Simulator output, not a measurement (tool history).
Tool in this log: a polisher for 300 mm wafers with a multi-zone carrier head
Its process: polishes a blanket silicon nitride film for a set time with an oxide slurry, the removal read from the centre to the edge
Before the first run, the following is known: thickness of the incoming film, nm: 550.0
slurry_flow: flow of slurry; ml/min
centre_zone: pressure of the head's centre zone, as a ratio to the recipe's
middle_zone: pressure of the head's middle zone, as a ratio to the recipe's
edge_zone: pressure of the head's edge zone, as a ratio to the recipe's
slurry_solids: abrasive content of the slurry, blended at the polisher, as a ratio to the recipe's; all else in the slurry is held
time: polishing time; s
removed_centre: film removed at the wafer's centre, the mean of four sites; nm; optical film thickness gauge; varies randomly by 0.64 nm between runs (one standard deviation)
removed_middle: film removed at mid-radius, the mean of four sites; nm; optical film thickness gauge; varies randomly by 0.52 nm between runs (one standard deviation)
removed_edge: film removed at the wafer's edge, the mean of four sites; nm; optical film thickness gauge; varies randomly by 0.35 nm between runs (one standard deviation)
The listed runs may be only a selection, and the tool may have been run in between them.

run 1 day=0 | slurry_flow=190 centre_zone=1 middle_zone=1 edge_zone=1 slurry_solids=1 time=52 | removed_centre=40.211 removed_middle=40.791 removed_edge=39.108
run 2 day=0.288 | slurry_flow=190 centre_zone=1 middle_zone=1 edge_zone=0.94 slurry_solids=1 time=52 | removed_centre=40.597 removed_middle=39.463 removed_edge=37.922
run 3 day=0.496 | slurry_flow=200 centre_zone=1.04 middle_zone=0.96 edge_zone=1.01 slurry_solids=1.15 time=52 | removed_centre=43.741 removed_middle=40.707 removed_edge=41.382
run 4 day=0.662 | slurry_flow=200 centre_zone=1.04 middle_zone=0.96 edge_zone=1.08 slurry_solids=1.15 time=52 | removed_centre=44.201 removed_middle=41.178 removed_edge=42.595
run 5 day=0.708 | slurry_flow=200 centre_zone=1.04 middle_zone=0.96 edge_zone=1.08 slurry_solids=0.95 time=52 | removed_centre=41.15 removed_middle=37.882 removed_edge=40.605
run 6 day=0.912 | slurry_flow=215 centre_zone=1.06 middle_zone=0.95 edge_zone=1.11 slurry_solids=1.1 time=53 | removed_centre=46.661 removed_middle=40.495 removed_edge=44.199
run 7 day=1.229 | slurry_flow=230 centre_zone=1.06 middle_zone=0.95 edge_zone=1.14 slurry_solids=1.2 time=53 | removed_centre=47.39 removed_middle=42.201 removed_edge=45.596
run 8 day=1.529 | slurry_flow=230 centre_zone=1.07 middle_zone=0.94 edge_zone=1.15 slurry_solids=1.3 time=54 | removed_centre=49.881 removed_middle=43.148 removed_edge=48.1

Run 9 is up next; what results do you expect?
run 9 day=1.883 | slurry_flow=235 centre_zone=1.08 middle_zone=0.95 edge_zone=1.16 slurry_solids=1.35 time=54 | removed_centre=? removed_middle=? removed_edge=?

removed_centre: 52.586 nm
removed_middle: 44.725 nm
removed_edge: 49.105 nm
